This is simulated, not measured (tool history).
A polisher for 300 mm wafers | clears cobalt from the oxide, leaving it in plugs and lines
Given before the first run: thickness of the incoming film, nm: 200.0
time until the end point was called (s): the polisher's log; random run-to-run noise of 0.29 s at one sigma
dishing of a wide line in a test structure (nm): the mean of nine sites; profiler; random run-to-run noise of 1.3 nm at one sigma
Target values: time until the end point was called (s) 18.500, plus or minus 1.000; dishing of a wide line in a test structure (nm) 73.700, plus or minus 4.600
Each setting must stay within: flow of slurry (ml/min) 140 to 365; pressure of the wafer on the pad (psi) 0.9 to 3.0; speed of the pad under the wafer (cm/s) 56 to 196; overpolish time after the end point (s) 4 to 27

run,day,flow of slurry (ml/min),pressure of the wafer on the pad (psi),speed of the pad under the wafer (cm/s),overpolish time after the end point (s),time until the end point was called (s),dishing of a wide line in a test structure (nm)
1,0.000,235,1.9,126,14,38.095,50.681
2,0.346,235,1.6,126,14,43.895,47.511
3,0.546,235,1.6,98,14,56.693,40.399
4,0.842,240,2.0,112,14,41.934,49.846
5,0.950,240,1.7,112,14,48.206,45.627
6,1.262,240,2.0,124,14,38.506,53.141
7,1.292,240,2.3,136,13,30.422,58.558
8,1.562,240,2.5,144,12,27.055,59.539
# day 1.746: worn pad replaced by a new one
9,1.746,245,3.0,174,13,17.607,67.131
10,1.900,245,3.0,174,14,17.254,66.737

Which of these 5 next moves meets every target?
A,2.054,170,2.9,196,15,?,?
B,2.054,245,3.0,162,11,?,?
C,2.054,205,3.0,164,19,?,?
D,2.054,225,2.8,164,8,?,?
E,2.054,265,3.0,176,20,?,?

move,time until the end point was called (s),dishing of a wide line in a test structure (nm)
A,16.740,71.310
B,18.523,64.092
C,18.734,72.792
D,19.725,54.578
E,16.932,74.065
A: puts the biggest miss on target and leaves a different result outside tolerance
B: misses by more than the last run did
C: every result lands within tolerance
D: misses by more than the last run did
E: puts the biggest miss on target and leaves a different result outside tolerance
C meets every target.
